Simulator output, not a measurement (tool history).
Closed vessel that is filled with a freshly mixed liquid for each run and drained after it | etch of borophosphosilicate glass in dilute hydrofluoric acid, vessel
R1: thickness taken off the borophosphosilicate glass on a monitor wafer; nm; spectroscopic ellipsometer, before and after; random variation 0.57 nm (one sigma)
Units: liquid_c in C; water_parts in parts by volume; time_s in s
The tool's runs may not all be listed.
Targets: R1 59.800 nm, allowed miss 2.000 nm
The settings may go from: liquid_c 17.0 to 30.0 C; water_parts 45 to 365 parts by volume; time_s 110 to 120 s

Run 1, hour 0.0: liquid_c 22.0 C, water_parts 205 parts by volume, time_s 110 s. Result: R1 25.677 nm.
Run 2, hour 4.6: liquid_c 23.5 C, water_parts 185 parts by volume, time_s 110 s. Result: R1 30.291 nm.
Run 3, hour 6.9: liquid_c 23.5 C, water_parts 220 parts by volume, time_s 110 s. Result: R1 24.708 nm.
Run 4, hour 8.3: liquid_c 23.5 C, water_parts 220 parts by volume, time_s 110 s. Result: R1 24.785 nm.
Run 5, hour 9.9: liquid_c 26.0 C, water_parts 220 parts by volume, time_s 110 s. Result: R1 26.880 nm.
Run 6, hour 13.8: liquid_c 26.5 C, water_parts 195 parts by volume, time_s 110 s. Result: R1 31.546 nm.
Run 7, hour 16.8: liquid_c 27.0 C, water_parts 175 parts by volume, time_s 110 s. Result: R1 36.011 nm.
Run 8, hour 21.9: liquid_c 27.5 C, water_parts 160 parts by volume, time_s 110 s. Result: R1 42.174 nm.
Run 9, hour 22.5: liquid_c 30.0 C, water_parts 120 parts by volume, time_s 110 s. Result: R1 63.672 nm.
Run 10, hour 25.0: liquid_c 29.5 C, water_parts 120 parts by volume, time_s 110 s. Result: R1 62.700 nm.
Run 11, hour 29.4: liquid_c 29.0 C, water_parts 120 parts by volume, time_s 110 s. Result: R1 61.445 nm.

Which of these 4 next moves meets every target?
Run A, hour 33.8: liquid_c 28.5 C, water_parts 120 parts by volume, time_s 120 s. Result: R1 ?.
Run B, hour 33.8: liquid_c 29.5 C, water_parts 120 parts by volume, time_s 115 s. Result: R1 ?.
Run C, hour 33.8: liquid_c 29.0 C, water_parts 130 parts by volume, time_s 115 s. Result: R1 ?.
Run D, hour 33.8: liquid_c 30.0 C, water_parts 120 parts by volume, time_s 110 s. Result: R1 ?.

move      R1
   A  66.715
   B  66.359
   C  59.334
   D  64.657
A: further off than the last run
B: further off than the last run
C: meets every target
D: further off than the last run
Move C is the one to make.

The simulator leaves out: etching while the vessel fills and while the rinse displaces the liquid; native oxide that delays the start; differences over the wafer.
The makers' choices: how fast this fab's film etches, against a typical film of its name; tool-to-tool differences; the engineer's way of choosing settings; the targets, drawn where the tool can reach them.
